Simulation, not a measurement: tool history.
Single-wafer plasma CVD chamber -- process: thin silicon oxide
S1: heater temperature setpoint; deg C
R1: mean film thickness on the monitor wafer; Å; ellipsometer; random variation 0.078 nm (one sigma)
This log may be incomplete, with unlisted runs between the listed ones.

{"run": 1, "hour": 0.0, "S1": 375, "chamber pressure (Torr)": 0.691, "RF power (kW)": 0.215, "deposition time (s)": 11.05, "R1": 159.63}
{"run": 2, "hour": 7.7, "S1": 375, "chamber pressure (Torr)": 0.691, "RF power (kW)": 0.24, "deposition time (s)": 11.05, "R1": 170.48}
{"run": 3, "hour": 9.1, "S1": 365, "chamber pressure (Torr)": 0.691, "RF power (kW)": 0.24, "deposition time (s)": 11.05, "R1": 171.54}
{"run": 4, "hour": 10.9, "S1": 365, "chamber pressure (Torr)": 0.691, "RF power (kW)": 0.24, "deposition time (s)": 11.05, "R1": 171.7}
{"run": 5, "hour": 17.9, "S1": 365, "chamber pressure (Torr)": 0.783, "RF power (kW)": 0.24, "deposition time (s)": 11.05, "R1": 190.98}
{"run": 6, "hour": 20.3, "S1": 365, "chamber pressure (Torr)": 0.692, "RF power (kW)": 0.24, "deposition time (s)": 11.05, "R1": 172.05}
{"run": 7, "hour": 27.6, "S1": 365, "chamber pressure (Torr)": 0.716, "RF power (kW)": 0.24, "deposition time (s)": 11.05, "R1": 177.21}
{"run": 8, "hour": 35.2, "S1": 365, "chamber pressure (Torr)": 0.854, "RF power (kW)": 0.245, "deposition time (s)": 11.06, "R1": 206.87}

The next listed run, before its measurement:
{"run": 9, "hour": 41.7, "S1": 365, "chamber pressure (Torr)": 0.86, "RF power (kW)": 0.245, "deposition time (s)": 11.06, "R1": "?"}

Run 9 produced R1 208.72 Å.
